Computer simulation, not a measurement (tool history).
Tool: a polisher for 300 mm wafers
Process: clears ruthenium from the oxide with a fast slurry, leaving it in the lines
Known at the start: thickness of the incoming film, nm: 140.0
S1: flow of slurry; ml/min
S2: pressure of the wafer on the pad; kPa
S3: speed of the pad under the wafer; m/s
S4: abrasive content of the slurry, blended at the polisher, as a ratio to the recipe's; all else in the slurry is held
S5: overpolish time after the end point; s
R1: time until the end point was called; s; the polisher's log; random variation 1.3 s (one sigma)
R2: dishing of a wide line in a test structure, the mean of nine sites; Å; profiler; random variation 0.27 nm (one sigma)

Run 1, hour 0: S1 165 ml/min, S2 14.5 kPa, S3 0.86 m/s, S4 1, S5 8 s. Result: R1 69.401 s, R2 120.06 Å.
Run 2, hour 3.7: S1 165 ml/min, S2 14.5 kPa, S3 0.86 m/s, S4 1, S5 9 s. Result: R1 69.979 s, R2 132.83 Å.
Run 3, hour 5: S1 165 ml/min, S2 14.5 kPa, S3 0.86 m/s, S4 1, S5 10 s. Result: R1 67.648 s, R2 145.32 Å.
Run 4, hour 12: S1 165 ml/min, S2 14.5 kPa, S3 0.86 m/s, S4 1, S5 11 s. Result: R1 69.56 s, R2 155.72 Å.
Run 5, hour 17.6: S1 165 ml/min, S2 11 kPa, S3 0.86 m/s, S4 1, S5 11 s. Result: R1 87.86 s, R2 126.49 Å.
Run 6, hour 24.3: S1 165 ml/min, S2 11 kPa, S3 0.86 m/s, S4 1, S5 14 s. Result: R1 87.064 s, R2 152.52 Å.
Run 7, hour 32.7: S1 165 ml/min, S2 11.7 kPa, S3 0.86 m/s, S4 1, S5 14 s. Result: R1 83.203 s, R2 160.84 Å.
Run 8, hour 36.5: S1 170 ml/min, S2 12.4 kPa, S3 0.86 m/s, S4 1, S5 14 s. Result: R1 78.728 s, R2 165.91 Å.
Run 9, hour 43.1: S1 170 ml/min, S2 13.1 kPa, S3 0.86 m/s, S4 1, S5 14 s. Result: R1 74.159 s, R2 176.28 Å.
At hour 49.9: slurry blender recalibrated.
Run 10, hour 49.9: S1 170 ml/min, S2 13.1 kPa, S3 0.88 m/s, S4 1, S5 14 s. Result: R1 64.311 s, R2 187.59 Å.
Run 11, hour 56.8: S1 165 ml/min, S2 13.1 kPa, S3 0.88 m/s, S4 1, S5 14 s. Result: R1 65.288 s, R2 193.79 Å.
Run 12, hour 59.1: S1 170 ml/min, S2 13.1 kPa, S3 0.88 m/s, S4 1, S5 14 s. Result: R1 64.37 s, R2 185.35 Å.

Forecast run 13:
Run 13, hour 65.4: S1 165 ml/min, S2 13.1 kPa, S3 0.88 m/s, S4 1, S5 14 s. Result: R1 ?, R2 ?.

R1: 67.093 s
R2: 192.45 Å

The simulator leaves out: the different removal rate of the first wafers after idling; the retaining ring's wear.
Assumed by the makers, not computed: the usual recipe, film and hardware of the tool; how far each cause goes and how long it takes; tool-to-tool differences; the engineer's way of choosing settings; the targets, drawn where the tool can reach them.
